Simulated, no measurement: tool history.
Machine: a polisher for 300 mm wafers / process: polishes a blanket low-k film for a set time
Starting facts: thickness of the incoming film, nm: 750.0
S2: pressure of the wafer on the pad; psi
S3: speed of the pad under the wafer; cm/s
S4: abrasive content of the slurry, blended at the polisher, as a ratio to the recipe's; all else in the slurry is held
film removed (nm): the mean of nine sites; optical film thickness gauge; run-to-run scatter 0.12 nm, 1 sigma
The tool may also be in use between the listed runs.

{"run": 1, "hour": 0.0, "flow of slurry (ml/min)": 230, "S2": 1.8, "S3": 124, "S4": 1.0, "polishing time (s)": 50, "film removed (nm)": 27.567}
{"run": 2, "hour": 6.3, "flow of slurry (ml/min)": 225, "S2": 1.7, "S3": 124, "S4": 1.0, "polishing time (s)": 50, "film removed (nm)": 26.418}
{"run": 3, "hour": 9.0, "flow of slurry (ml/min)": 225, "S2": 1.6, "S3": 124, "S4": 1.0, "polishing time (s)": 50, "film removed (nm)": 24.597}
{"run": 4, "hour": 16.7, "flow of slurry (ml/min)": 225, "S2": 1.5, "S3": 124, "S4": 1.0, "polishing time (s)": 50, "film removed (nm)": 23.366}
{"run": 5, "hour": 24.0, "flow of slurry (ml/min)": 225, "S2": 1.4, "S3": 124, "S4": 1.0, "polishing time (s)": 50, "film removed (nm)": 21.942}
{"run": 6, "hour": 32.3, "flow of slurry (ml/min)": 200, "S2": 1.4, "S3": 124, "S4": 1.0, "polishing time (s)": 50, "film removed (nm)": 21.208}
{"run": 7, "hour": 33.9, "flow of slurry (ml/min)": 195, "S2": 1.4, "S3": 124, "S4": 1.0, "polishing time (s)": 50, "film removed (nm)": 21.425}
{"run": 8, "hour": 40.4, "flow of slurry (ml/min)": 190, "S2": 1.4, "S3": 124, "S4": 1.0, "polishing time (s)": 50, "film removed (nm)": 21.091}

Run 9 is up next; what results do you expect?
{"run": 9, "hour": 49.4, "flow of slurry (ml/min)": 185, "S2": 1.4, "S3": 124, "S4": 1.0, "polishing time (s)": 50, "film removed (nm)": "?"}

{"run 9": {"film removed (nm)": 21.17}}
